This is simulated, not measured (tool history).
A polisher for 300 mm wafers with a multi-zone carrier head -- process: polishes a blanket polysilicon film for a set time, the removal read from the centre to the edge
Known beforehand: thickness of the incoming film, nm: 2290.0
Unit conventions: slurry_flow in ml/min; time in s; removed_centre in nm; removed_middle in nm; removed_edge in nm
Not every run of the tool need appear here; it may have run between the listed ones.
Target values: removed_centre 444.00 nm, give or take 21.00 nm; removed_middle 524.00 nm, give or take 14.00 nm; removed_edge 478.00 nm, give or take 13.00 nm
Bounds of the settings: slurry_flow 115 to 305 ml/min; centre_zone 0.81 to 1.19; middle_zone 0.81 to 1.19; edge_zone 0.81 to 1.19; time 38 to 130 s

run 1 day=0.000 | slurry_flow=195 centre_zone=1.00 middle_zone=1.00 edge_zone=1.00 time=84 | removed_centre=379.59 removed_middle=401.28 removed_edge=394.68
run 2 day=0.129 | slurry_flow=235 centre_zone=1.00 middle_zone=1.00 edge_zone=1.00 time=84 | removed_centre=405.98 removed_middle=403.58 removed_edge=393.16
run 3 day=0.417 | slurry_flow=235 centre_zone=1.05 middle_zone=1.00 edge_zone=1.00 time=84 | removed_centre=427.45 removed_middle=405.42 removed_edge=399.83
run 4 day=0.550 | slurry_flow=235 centre_zone=1.05 middle_zone=1.00 edge_zone=0.92 time=84 | removed_centre=419.61 removed_middle=411.17 removed_edge=387.37
run 5 day=0.662 | slurry_flow=215 centre_zone=1.05 middle_zone=1.00 edge_zone=0.92 time=84 | removed_centre=413.96 removed_middle=409.48 removed_edge=379.18
run 6 day=0.729 | slurry_flow=215 centre_zone=1.05 middle_zone=1.00 edge_zone=0.92 time=98 | removed_centre=483.69 removed_middle=465.13 removed_edge=444.27
run 7 day=0.967 | slurry_flow=215 centre_zone=1.01 middle_zone=1.04 edge_zone=0.96 time=99 | removed_centre=466.48 removed_middle=492.73 removed_edge=462.43
run 8 day=1.188 | slurry_flow=215 centre_zone=0.99 middle_zone=1.06 edge_zone=0.97 time=99 | removed_centre=461.21 removed_middle=499.65 removed_edge=465.28
run 9 day=1.238 | slurry_flow=215 centre_zone=0.98 middle_zone=1.08 edge_zone=0.98 time=99 | removed_centre=458.53 removed_middle=508.97 removed_edge=463.34

Consider the 4 candidate settings below. Which is the only one whose results all fall within their allowed miss of target?
run A day=1.288 | slurry_flow=200 centre_zone=0.91 middle_zone=1.06 edge_zone=0.95 time=105 | removed_centre=? removed_middle=? removed_edge=?
run B day=1.288 | slurry_flow=245 centre_zone=0.99 middle_zone=1.10 edge_zone=1.04 time=92 | removed_centre=? removed_middle=? removed_edge=?
run C day=1.288 | slurry_flow=240 centre_zone=1.00 middle_zone=1.13 edge_zone=0.93 time=101 | removed_centre=? removed_middle=? removed_edge=?
run D day=1.288 | slurry_flow=195 centre_zone=0.99 middle_zone=1.03 edge_zone=1.04 time=103 | removed_centre=? removed_middle=? removed_edge=?

move=A removed_centre=450.02 removed_middle=526.31 removed_edge=476.70
move=B removed_centre=440.15 removed_middle=486.27 removed_edge=443.32
move=C removed_centre=487.08 removed_middle=545.14 removed_edge=460.38
move=D removed_centre=478.89 removed_middle=502.14 removed_edge=487.58
A: each result inside its tolerance
B: the biggest miss grows against the last run
C: the biggest miss grows against the last run
D: gets the furthest-off result to its target, but another result is out of tolerance
A meets every target.
